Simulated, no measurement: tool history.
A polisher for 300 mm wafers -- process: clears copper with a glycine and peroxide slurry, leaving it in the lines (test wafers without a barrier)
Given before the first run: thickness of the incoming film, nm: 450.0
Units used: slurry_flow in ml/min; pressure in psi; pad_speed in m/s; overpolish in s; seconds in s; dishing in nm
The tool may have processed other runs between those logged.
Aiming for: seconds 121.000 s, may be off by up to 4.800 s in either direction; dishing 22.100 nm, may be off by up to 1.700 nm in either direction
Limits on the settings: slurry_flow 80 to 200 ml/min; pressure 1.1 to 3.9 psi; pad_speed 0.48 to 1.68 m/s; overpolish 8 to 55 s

| run | hour | slurry_flow | pressure | pad_speed | overpolish | seconds | dishing |
|---|---|---|---|---|---|---|---|
| 1 | 0.0 | 130 | 2.5 | 1.08 | 28 | 89.325 | 56.668 |
| 2 | 2.5 | 130 | 2.5 | 1.08 | 38 | 89.312 | 68.567 |
| 3 | 3.4 | 115 | 2.5 | 1.08 | 38 | 91.648 | 65.189 |
| 4 | 8.9 | 105 | 2.2 | 1.14 | 31 | 100.710 | 56.791 |
| 5 | 14.4 | 115 | 2.3 | 0.98 | 26 | 107.550 | 48.581 |
| 6 | 18.2 | 115 | 2.3 | 1.20 | 26 | 92.452 | 54.804 |
| 7 | 21.3 | 115 | 2.4 | 1.04 | 22 | 99.605 | 46.230 |
| 8 | 30.3 | 105 | 2.6 | 0.92 | 19 | 104.710 | 40.517 |
| 9 | 32.5 | 100 | 2.8 | 0.82 | 16 | 111.320 | 35.303 |
| 10 | 33.6 | 100 | 2.8 | 0.82 | 16 | 109.820 | 34.228 |
| 11 | 42.5 | 95 | 3.0 | 0.74 | 14 | 110.580 | 31.829 |
| 12 | 43.7 | 90 | 3.1 | 0.68 | 13 | 120.860 | 27.364 |
| 13 | 48.3 | 90 | 3.2 | 0.66 | 12 | 122.080 | 25.524 |
| 14 | 53.2 | 100 | 3.6 | 0.52 | 8 | 126.720 | 16.271 |
| 15 | 56.0 | 95 | 3.6 | 0.54 | 9 | 124.550 | 19.568 |
| 16 | 64.5 | 80 | 3.7 | 0.54 | 11 | 127.750 | 22.778 |
| 17 | 65.9 | 80 | 3.7 | 0.54 | 11 | 131.680 | 22.312 |
| 18 | 70.1 | 85 | 3.8 | 0.56 | 12 | 124.570 | 25.934 |
| 19 | 75.7 | 80 | 3.4 | 0.78 | 8 | 104.140 | 20.298 |
| 20 | 78.0 | 85 | 3.3 | 0.76 | 8 | 104.090 | 19.194 |
| 21 | 84.0 | 85 | 3.2 | 0.74 | 8 | 109.280 | 19.171 |
| 22 | 92.8 | 85 | 3.1 | 0.74 | 8 | 115.090 | 19.838 |
| 23 | 97.0 | 85 | 3.0 | 0.74 | 9 | 117.610 | 20.004 |

Pick the move, out of 5, that brings all results within their allowed miss; only one does.
| A | 101.2 | 120 | 3.6 | 0.58 | 9 | ? | ? |
| B | 101.2 | 85 | 3.2 | 0.66 | 10 | ? | ? |
| C | 101.2 | 90 | 3.5 | 0.60 | 13 | ? | ? |
| D | 101.2 | 110 | 2.3 | 0.96 | 9 | ? | ? |
| E | 101.2 | 90 | 3.0 | 0.70 | 8 | ? | ? |

| move | seconds | dishing |
|---|---|---|
| A | 111.960 | 21.422 |
| B | 122.590 | 21.608 |
| C | 120.780 | 27.541 |
| D | 109.510 | 21.429 |
| E | 120.780 | 17.922 |
A: corrects the largest miss of the last run, while another result sits out of spec
B: all results land within tolerance of their targets
C: takes the result that was furthest off past its target
D: corrects the largest miss of the last run, while another result sits out of spec
E: its largest miss is bigger than the last run's
B is the move that brings every result within its allowed miss.
